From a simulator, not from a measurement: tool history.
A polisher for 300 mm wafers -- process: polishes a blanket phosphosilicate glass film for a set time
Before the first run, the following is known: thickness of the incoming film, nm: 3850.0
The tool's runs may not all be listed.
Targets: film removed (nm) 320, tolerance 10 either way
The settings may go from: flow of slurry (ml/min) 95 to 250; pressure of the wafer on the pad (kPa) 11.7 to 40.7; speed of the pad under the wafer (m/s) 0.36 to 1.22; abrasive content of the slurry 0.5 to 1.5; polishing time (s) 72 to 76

| run | hour | flow of slurry (ml/min) | pressure of the wafer on the pad (kPa) | speed of the pad under the wafer (m/s) | abrasive content of the slurry | polishing time (s) | film removed (nm) |
|---|---|---|---|---|---|---|---|
| 1 | 0 | 160 | 26.2 | 0.78 | 1 | 72 | 716.23 |
| 2 | 0.8 | 155 | 22.1 | 0.72 | 1 | 72 | 590.12 |
| 3 | 9.7 | 150 | 18.6 | 0.64 | 1 | 72 | 484.04 |
| 4 | 13.8 | 115 | 18.6 | 0.64 | 1 | 72 | 470.95 |
| 5 | 16.3 | 115 | 18.6 | 0.64 | 0.9 | 72 | 438.64 |
| 6 | 22 | 115 | 16.5 | 0.62 | 0.9 | 72 | 395.23 |
| 7 | 25 | 115 | 15.2 | 0.62 | 0.9 | 72 | 380.41 |
| 8 | 25.6 | 110 | 11.7 | 0.56 | 0.9 | 72 | 304.97 |

4 next moves are on the table. One of them brings every result within its allowed miss. Which?
| A | 26.2 | 100 | 11.7 | 0.48 | 1.1 | 72 | ? |
| B | 26.2 | 125 | 13.1 | 0.58 | 0.85 | 72 | ? |
| C | 26.2 | 115 | 11.7 | 0.58 | 0.85 | 72 | ? |
| D | 26.2 | 100 | 14.5 | 0.5 | 0.85 | 75 | ? |

| move | film removed (nm) |
|---|---|
| A | 300.41 |
| B | 317.19 |
| C | 296.67 |
| D | 301.34 |
A: its largest miss is bigger than the last run's
B: every result within its allowed miss
C: its largest miss is bigger than the last run's
D: its largest miss is bigger than the last run's
Move B is the one to make.

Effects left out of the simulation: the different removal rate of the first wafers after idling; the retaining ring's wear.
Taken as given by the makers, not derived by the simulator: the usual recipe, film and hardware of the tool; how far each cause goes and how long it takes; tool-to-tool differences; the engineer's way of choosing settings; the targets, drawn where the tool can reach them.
